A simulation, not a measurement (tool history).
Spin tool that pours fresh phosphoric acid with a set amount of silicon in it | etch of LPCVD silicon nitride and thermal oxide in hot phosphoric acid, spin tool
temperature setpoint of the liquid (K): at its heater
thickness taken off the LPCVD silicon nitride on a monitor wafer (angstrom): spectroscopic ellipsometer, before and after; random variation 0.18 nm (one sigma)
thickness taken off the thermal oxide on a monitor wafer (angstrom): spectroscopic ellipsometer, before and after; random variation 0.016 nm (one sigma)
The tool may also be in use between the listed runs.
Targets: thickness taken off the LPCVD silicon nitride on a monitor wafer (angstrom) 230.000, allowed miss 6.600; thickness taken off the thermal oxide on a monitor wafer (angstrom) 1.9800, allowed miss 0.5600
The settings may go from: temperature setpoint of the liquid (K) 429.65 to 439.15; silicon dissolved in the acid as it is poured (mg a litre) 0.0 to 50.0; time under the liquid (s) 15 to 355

run	hour	temperature setpoint of the liquid (K)	silicon dissolved in the acid as it is poured (mg a litre)	time under the liquid (s)	thickness taken off the LPCVD silicon nitride on a monitor wafer (angstrom)	thickness taken off the thermal oxide on a monitor wafer (angstrom)
1	0.0	434.15	25.0	180	163.400	2.9501
2	6.4	434.15	25.0	110	98.363	1.7815
3	12.9	435.15	32.0	140	131.500	1.9481
4	21.8	434.15	32.0	140	129.050	1.7967
5	24.0	434.15	41.0	140	127.490	1.1178
6	24.9	435.15	43.0	160	148.350	1.1188
7	29.7	437.65	34.5	230	235.490	3.8317
8	30.2	437.15	37.5	230	229.060	2.6263
9	37.7	437.15	37.5	230	229.790	2.4925
10	45.5	437.15	38.5	230	231.160	2.5504

Which of these 5 next moves meets every target?
A	53.3	438.15	32.0	225	?	?
B	53.3	436.65	33.0	235	?	?
C	53.3	437.15	43.0	230	?	?
D	53.3	435.65	25.0	245	?	?
E	53.3	437.15	34.0	235	?	?

move	thickness taken off the LPCVD silicon nitride on a monitor wafer (angstrom)	thickness taken off the thermal oxide on a monitor wafer (angstrom)
A	236.150	4.2086
B	234.760	3.7703
C	233.590	2.0874
D	236.770	4.9824
E	238.670	3.7324
A: further off than the last run
B: further off than the last run
C: meets every target
D: further off than the last run
E: further off than the last run
Move C is the one to make.

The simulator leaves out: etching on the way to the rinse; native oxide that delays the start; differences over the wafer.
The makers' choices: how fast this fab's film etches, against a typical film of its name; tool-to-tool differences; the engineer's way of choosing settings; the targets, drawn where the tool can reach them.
